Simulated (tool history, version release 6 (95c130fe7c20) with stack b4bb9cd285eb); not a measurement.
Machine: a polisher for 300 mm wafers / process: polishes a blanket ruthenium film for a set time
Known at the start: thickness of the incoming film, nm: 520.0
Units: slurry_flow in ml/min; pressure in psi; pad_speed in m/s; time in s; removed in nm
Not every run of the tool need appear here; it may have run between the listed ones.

| run | hour | slurry_flow | pressure | pad_speed | time | removed |
|---|---|---|---|---|---|---|
| 1 | 0 | 275 | 2.2 | 0.92 | 43 | 52.552 |
| 2 | 6.6 | 275 | 2.2 | 0.92 | 43 | 53.533 |
| 3 | 11.6 | 275 | 2.1 | 0.92 | 43 | 51.064 |
| 4 | 15.9 | 275 | 2.1 | 0.92 | 39 | 45.863 |
|  | 21.1 | head pressure recalibrated |
| 5 | 21.1 | 275 | 2.1 | 1.06 | 39 | 54.851 |
| 6 | 29.5 | 275 | 2 | 1.06 | 39 | 54.362 |
| 7 | 33 | 275 | 1.9 | 1.04 | 39 | 49.778 |
| 8 | 33.8 | 275 | 1.8 | 1.04 | 39 | 47.306 |

Predict the results of run 9:
| 9 | 37.2 | 275 | 1.7 | 1.04 | 39 | ? |

{"run 9": {"removed": 45.363}}
